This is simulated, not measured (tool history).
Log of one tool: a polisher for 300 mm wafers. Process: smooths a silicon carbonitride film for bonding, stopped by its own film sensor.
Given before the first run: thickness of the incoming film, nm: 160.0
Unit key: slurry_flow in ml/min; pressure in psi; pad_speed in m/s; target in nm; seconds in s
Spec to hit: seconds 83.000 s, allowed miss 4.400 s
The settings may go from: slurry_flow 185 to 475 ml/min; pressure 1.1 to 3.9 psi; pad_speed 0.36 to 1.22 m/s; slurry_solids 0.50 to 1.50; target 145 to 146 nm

run    day  slurry_flow  pressure  pad_speed  slurry_solids  target  seconds
  1  0.000          305       2.5       0.78           1.00     145   56.669
  2  0.092          305       2.5       0.78           1.00     145   57.946
  3  0.429          305       2.5       0.78           1.00     146   53.634
  4  0.567          305       2.3       0.78           1.00     146   58.409
  5  0.758          305       2.1       0.78           1.00     146   63.471
  6  1.054          305       2.0       0.78           1.00     146   65.376
  7  1.333          305       1.9       0.78           1.00     146   70.628
  8  1.417          305       1.8       0.78           1.00     146   74.345
  9  1.762          305       1.7       0.78           1.00     146   76.824

5 next moves are on the table. One of them brings every result within its allowed miss. Which?
  A  2.108          260       1.8       0.86           0.80     146        ?
  B  2.108          310       1.8       0.78           1.10     146        ?
  C  2.108          330       1.7       1.02           0.90     146        ?
  D  2.108          275       1.6       0.78           0.95     145        ?
  E  2.108          310       1.6       0.90           1.10     146        ?

move  seconds
   A   81.278
   B   67.981
   C   66.164
   D   90.907
   E   67.857
A: all results land within tolerance of their targets
B: moves away from the targets compared with the last run
C: moves away from the targets compared with the last run
D: takes the biggest miss from the last run beyond its target
E: moves away from the targets compared with the last run
The move that meets every target is A.
